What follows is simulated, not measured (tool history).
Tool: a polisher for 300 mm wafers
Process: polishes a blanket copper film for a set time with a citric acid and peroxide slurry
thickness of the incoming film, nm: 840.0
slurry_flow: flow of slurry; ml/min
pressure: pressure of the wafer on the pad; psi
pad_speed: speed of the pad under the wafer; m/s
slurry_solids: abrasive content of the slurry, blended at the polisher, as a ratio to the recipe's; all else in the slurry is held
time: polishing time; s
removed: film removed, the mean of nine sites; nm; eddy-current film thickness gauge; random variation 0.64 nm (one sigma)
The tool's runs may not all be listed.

| run | day | slurry_flow | pressure | pad_speed | slurry_solids | time | removed |
|---|---|---|---|---|---|---|---|
| 1 | 0.000 | 225 | 3.9 | 0.98 | 1.0 | 39 | 86.443 |
| 2 | 0.096 | 225 | 3.6 | 0.98 | 1.0 | 39 | 80.528 |
| 3 | 0.225 | 225 | 3.4 | 0.98 | 1.0 | 39 | 76.575 |
| 4 | 0.354 | 280 | 3.4 | 0.98 | 1.0 | 39 | 80.515 |
| 5 | 0.579 | 280 | 4.3 | 0.98 | 1.0 | 39 | 97.183 |
| 6 | 0.917 | 280 | 4.9 | 0.98 | 1.0 | 39 | 112.050 |
| 7 | 1.146 | 270 | 3.8 | 0.96 | 1.0 | 39 | 85.336 |
| 8 | 1.400 | 260 | 3.5 | 0.96 | 1.0 | 39 | 80.223 |
|  | 1.700 | slurry nozzle cleaned |
| 9 | 1.700 | 245 | 3.3 | 0.96 | 1.0 | 39 | 80.838 |

Run 10 comes next. What will it give?
| 10 | 1.892 | 235 | 3.0 | 0.96 | 1.0 | 39 | ? |

removed: 73.933 nm
